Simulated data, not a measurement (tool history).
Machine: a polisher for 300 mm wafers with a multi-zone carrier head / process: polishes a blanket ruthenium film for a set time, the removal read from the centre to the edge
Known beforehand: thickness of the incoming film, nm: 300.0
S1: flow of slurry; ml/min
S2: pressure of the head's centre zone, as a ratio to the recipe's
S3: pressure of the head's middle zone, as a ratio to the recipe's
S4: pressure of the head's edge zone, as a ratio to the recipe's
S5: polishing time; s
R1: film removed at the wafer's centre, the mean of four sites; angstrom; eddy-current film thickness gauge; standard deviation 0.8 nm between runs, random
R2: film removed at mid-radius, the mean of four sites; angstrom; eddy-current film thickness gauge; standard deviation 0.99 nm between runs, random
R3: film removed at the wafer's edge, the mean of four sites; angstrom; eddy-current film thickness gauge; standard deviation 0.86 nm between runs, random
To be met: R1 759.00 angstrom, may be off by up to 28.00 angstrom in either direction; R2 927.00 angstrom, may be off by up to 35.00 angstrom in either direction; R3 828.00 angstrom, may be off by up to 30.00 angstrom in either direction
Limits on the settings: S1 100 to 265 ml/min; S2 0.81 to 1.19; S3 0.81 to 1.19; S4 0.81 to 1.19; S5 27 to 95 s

run  hour   S1    S2    S3    S4  S5      R1      R2      R3
  1   0.0  170  1.00  1.00  1.00  61  957.59  922.85  925.75
  2   3.5  170  1.00  1.00  1.03  61  948.53  934.75  952.35
  3  10.5  195  1.00  1.00  1.03  61  981.27  964.65  985.74
  4  12.4  175  0.96  1.03  1.01  61  917.56  958.31  932.32
  5  15.8  160  0.93  1.05  1.00  61  867.03  957.40  929.73
  6  20.1  150  0.91  1.07  0.97  61  843.31  953.02  903.96
  7  20.9  140  0.90  1.08  0.95  61  818.26  963.48  875.01
  8  26.4  110  0.87  1.06  0.92  60  742.89  889.57  825.55

5 next moves are on the table. One of them brings every result within its allowed miss. Which?
  A  31.9  100  0.86  1.02  0.97  61   ?   ?   ?
  B  31.9  100  0.88  1.09  0.88  62   ?   ?   ?
  C  31.9  135  0.91  1.01  0.89  58   ?   ?   ?
  D  31.9  100  0.85  0.97  0.81  64   ?   ?   ?
  E  31.9  120  0.85  1.02  0.98  59   ?   ?   ?

move      R1      R2      R3
   A  725.33  862.46  848.58
   B  754.89  927.57  823.58
   C  784.79  866.45  810.32
   D  751.81  867.55  820.67
   E  725.92  868.51  848.07
A: moves away from the targets compared with the last run
B: each result inside its tolerance
C: moves away from the targets compared with the last run
D: moves away from the targets compared with the last run
E: moves away from the targets compared with the last run
Move B is the one to make.
